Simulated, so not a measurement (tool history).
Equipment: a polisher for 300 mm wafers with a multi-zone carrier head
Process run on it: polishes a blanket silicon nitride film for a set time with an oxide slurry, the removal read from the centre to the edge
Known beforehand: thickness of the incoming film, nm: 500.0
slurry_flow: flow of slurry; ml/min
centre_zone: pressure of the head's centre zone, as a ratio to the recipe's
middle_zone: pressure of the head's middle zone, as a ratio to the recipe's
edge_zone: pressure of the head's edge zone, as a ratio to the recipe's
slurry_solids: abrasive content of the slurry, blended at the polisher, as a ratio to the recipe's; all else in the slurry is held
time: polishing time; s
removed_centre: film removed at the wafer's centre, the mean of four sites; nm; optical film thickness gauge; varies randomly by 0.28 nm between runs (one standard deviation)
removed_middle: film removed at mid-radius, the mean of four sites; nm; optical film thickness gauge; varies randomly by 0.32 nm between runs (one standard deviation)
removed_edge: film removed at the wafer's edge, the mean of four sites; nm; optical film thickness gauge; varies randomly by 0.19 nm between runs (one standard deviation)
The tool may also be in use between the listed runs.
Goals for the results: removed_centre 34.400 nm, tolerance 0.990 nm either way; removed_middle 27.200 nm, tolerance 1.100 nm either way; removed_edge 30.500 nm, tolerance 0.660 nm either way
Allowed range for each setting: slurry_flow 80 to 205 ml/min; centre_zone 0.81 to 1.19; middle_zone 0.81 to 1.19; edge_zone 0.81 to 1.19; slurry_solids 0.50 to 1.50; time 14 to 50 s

run	hour	slurry_flow	centre_zone	middle_zone	edge_zone	slurry_solids	time	removed_centre	removed_middle	removed_edge
1	0.0	135	1.00	1.00	1.00	1.00	32	28.817	28.440	29.516
2	3.2	140	1.01	0.99	1.00	1.00	32	29.554	28.147	29.670
3	8.3	145	1.02	0.98	1.00	1.00	32	30.131	28.450	29.612
4	13.2	145	1.02	0.98	1.00	0.80	32	27.513	26.071	27.399
5	18.4	150	1.03	0.97	1.01	0.80	32	28.277	25.836	27.574
6	20.8	155	1.04	0.97	1.02	0.80	32	28.071	26.080	27.990
7	27.0	160	1.06	0.97	1.02	0.80	32	29.155	26.690	28.013
8	33.7	165	1.07	0.96	1.03	0.80	32	29.978	26.913	28.170
9	37.2	170	1.08	0.95	1.04	0.80	32	30.371	26.337	28.651
10	44.1	175	1.09	0.95	1.04	0.80	32	30.358	26.701	28.859
11	47.5	175	1.10	0.95	1.04	0.80	32	30.806	26.711	28.808
12	48.1	175	1.11	0.95	1.04	0.80	32	31.043	26.336	28.722
13	54.9	175	1.12	0.95	1.04	0.80	32	31.743	25.988	28.641
14	59.3	175	1.12	0.95	1.05	0.80	32	31.681	25.934	28.968
15	64.7	180	1.12	0.95	1.05	0.80	32	31.617	25.858	29.004
16	67.2	190	1.14	0.97	1.05	0.85	32	33.191	27.228	29.521

Next run, 5 choices. One meets every target within its allowed miss, the rest don't. Which?
A	69.7	165	1.16	0.91	1.11	0.75	36	?	?	?
B	69.7	205	1.19	0.94	1.00	0.95	30	?	?	?
C	69.7	185	1.17	0.93	1.08	0.90	32	?	?	?
D	69.7	200	1.15	0.98	1.08	0.95	28	?	?	?
E	69.7	175	1.17	0.96	1.00	0.80	33	?	?	?

move	removed_centre	removed_middle	removed_edge
A	35.467	27.325	32.372
B	34.400	26.426	28.664
C	34.769	26.977	30.790
D	30.908	25.455	27.699
E	33.988	27.107	29.062
A: carries the result that was furthest off beyond its target, to the other side
B: lands further from the targets than the last run did
C: all results in spec
D: lands further from the targets than the last run did
E: lands further from the targets than the last run did
The move that meets every target is C.
